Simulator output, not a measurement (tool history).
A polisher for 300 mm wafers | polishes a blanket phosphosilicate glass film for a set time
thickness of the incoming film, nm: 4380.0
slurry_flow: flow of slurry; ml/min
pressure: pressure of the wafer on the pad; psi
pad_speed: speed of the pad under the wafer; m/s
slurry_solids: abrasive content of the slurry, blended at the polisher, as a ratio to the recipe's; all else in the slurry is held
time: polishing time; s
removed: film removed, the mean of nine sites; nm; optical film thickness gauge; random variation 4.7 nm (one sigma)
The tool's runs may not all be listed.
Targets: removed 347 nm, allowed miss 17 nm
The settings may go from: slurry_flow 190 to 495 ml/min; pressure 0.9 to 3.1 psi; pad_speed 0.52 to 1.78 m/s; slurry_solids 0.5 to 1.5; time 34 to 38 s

run 1 hour=0 | slurry_flow=320 pressure=2 pad_speed=1.14 slurry_solids=1 time=38 | removed=197.79
run 2 hour=3 | slurry_flow=320 pressure=2 pad_speed=1.14 slurry_solids=1.15 time=38 | removed=205.81
run 3 hour=4 | slurry_flow=270 pressure=2 pad_speed=1.14 slurry_solids=1.15 time=38 | removed=200.93
run 4 hour=5.9 | slurry_flow=270 pressure=2.5 pad_speed=1.14 slurry_solids=1.15 time=38 | removed=250.79
run 5 hour=6.6 | slurry_flow=270 pressure=2.5 pad_speed=1.14 slurry_solids=1.15 time=34 | removed=228.77
run 6 hour=11.5 | slurry_flow=275 pressure=2.7 pad_speed=1.2 slurry_solids=1.15 time=34 | removed=250.55
run 7 hour=13.6 | slurry_flow=275 pressure=2.7 pad_speed=1.2 slurry_solids=1.15 time=34 | removed=251.39
run 8 hour=16.7 | slurry_flow=275 pressure=2.8 pad_speed=1.28 slurry_solids=1.15 time=34 | removed=280.35
run 9 hour=17.5 | slurry_flow=275 pressure=2.9 pad_speed=1.32 slurry_solids=1.15 time=34 | removed=291.56

5 next moves are on the table. One of them brings every result within its allowed miss. Which?
run A hour=18.3 | slurry_flow=255 pressure=2.9 pad_speed=1.3 slurry_solids=1.15 time=38 | removed=?
run B hour=18.3 | slurry_flow=300 pressure=2.9 pad_speed=1.28 slurry_solids=1.3 time=35 | removed=?
run C hour=18.3 | slurry_flow=250 pressure=2.8 pad_speed=1.34 slurry_solids=1.2 time=37 | removed=?
run D hour=18.3 | slurry_flow=285 pressure=2.8 pad_speed=1.36 slurry_solids=1.1 time=37 | removed=?
run E hour=18.3 | slurry_flow=235 pressure=3.1 pad_speed=1.24 slurry_solids=1.45 time=38 | removed=?

move=A removed=321.36
move=B removed=308.42
move=C removed=312.72
move=D removed=311.82
move=E removed=352.13
A: nearer than the last run, and not there yet
B: nearer than the last run, and not there yet
C: nearer than the last run, and not there yet
D: nearer than the last run, and not there yet
E: meets every target
Answer: E
